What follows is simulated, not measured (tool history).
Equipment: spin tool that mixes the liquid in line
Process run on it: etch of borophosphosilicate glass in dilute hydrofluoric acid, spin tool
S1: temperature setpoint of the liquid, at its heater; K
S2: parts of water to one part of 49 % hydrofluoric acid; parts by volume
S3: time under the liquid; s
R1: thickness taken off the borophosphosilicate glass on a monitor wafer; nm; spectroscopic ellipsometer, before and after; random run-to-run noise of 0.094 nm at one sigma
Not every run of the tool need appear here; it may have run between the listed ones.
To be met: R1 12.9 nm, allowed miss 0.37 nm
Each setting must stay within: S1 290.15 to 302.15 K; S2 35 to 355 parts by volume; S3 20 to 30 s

run  hour      S1   S2  S3      R1
  1     0  294.15  195  30  8.0983
  2   0.7  294.15  195  30  8.2364
  3     6  294.15  225  30  6.8187
  4  14.1  296.15  210  30  7.9235
  5  20.9  298.65  210  30  8.6537
  6  21.6  299.65  195  30  9.9516
  7    24  300.15  185  30   10.76
  8  27.9  300.65  180  30  11.477
  9  33.4  301.15  175  30  11.991
 10  40.9  301.65  175  30  12.319
 11  46.7  301.65  175  30  12.204

Which one of the following 4 next-run settings gets every result inside its allowed miss? There is exactly one.
  A  52.5  300.65  180  30   ?
  B  52.5  301.65  185  30   ?
  C  52.5  301.15  165  30   ?
  D  52.5  302.15  180  30   ?

move      R1
   A  11.513
   B  11.532
   C  13.034
   D  12.141
A: further off than the last run
B: further off than the last run
C: meets every target
D: further off than the last run
So the answer is move C, the one that meets all the targets.
